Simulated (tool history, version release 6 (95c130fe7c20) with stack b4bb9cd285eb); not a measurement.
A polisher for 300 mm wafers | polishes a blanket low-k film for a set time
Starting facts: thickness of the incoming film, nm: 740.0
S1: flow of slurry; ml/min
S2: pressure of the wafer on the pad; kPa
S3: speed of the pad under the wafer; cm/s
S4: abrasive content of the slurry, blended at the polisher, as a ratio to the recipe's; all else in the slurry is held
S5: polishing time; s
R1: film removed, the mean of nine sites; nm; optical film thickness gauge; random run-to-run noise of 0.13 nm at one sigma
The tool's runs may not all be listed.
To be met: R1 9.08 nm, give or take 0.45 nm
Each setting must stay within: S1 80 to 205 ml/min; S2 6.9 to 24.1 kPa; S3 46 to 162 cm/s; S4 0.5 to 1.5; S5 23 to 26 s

| run | hour | S1 | S2 | S3 | S4 | S5 | R1 |
|---|---|---|---|---|---|---|---|
| 1 | 0 | 135 | 15.2 | 104 | 1 | 26 | 11.703 |
| 2 | 4.1 | 135 | 15.2 | 104 | 1.15 | 26 | 12.694 |
| 3 | 12.5 | 135 | 15.2 | 118 | 1.15 | 26 | 13.6 |
| 4 | 16.6 | 135 | 13.8 | 116 | 1.15 | 26 | 12.577 |
| 5 | 24.3 | 135 | 12.4 | 114 | 1.15 | 26 | 11.088 |
| 6 | 31.4 | 135 | 11.7 | 114 | 1.15 | 26 | 10.141 |
| 7 | 35.2 | 135 | 11.7 | 114 | 1.15 | 26 | 10.494 |
| 8 | 42 | 135 | 11 | 114 | 1.15 | 26 | 10.028 |
|  | 49.3 | slurry blender recalibrated |
| 9 | 49.3 | 135 | 10.3 | 114 | 1.15 | 26 | 10.009 |

Which one of the following 4 next-run settings gets every result inside its allowed miss? There is exactly one.
| A | 56.6 | 155 | 8.3 | 122 | 1.2 | 23 | ? |
| B | 56.6 | 130 | 9.7 | 108 | 1.15 | 23 | ? |
| C | 56.6 | 165 | 9 | 96 | 1.2 | 26 | ? |
| D | 56.6 | 145 | 11 | 106 | 1 | 24 | ? |

| move | R1 |
|---|---|
| A | 8.1164 |
| B | 8.0934 |
| C | 8.2613 |
| D | 9.1311 |
A: pushes the last run's worst result past its target
B: pushes the last run's worst result past its target
C: pushes the last run's worst result past its target
D: each result inside its tolerance
Go with D: it meets all targets.
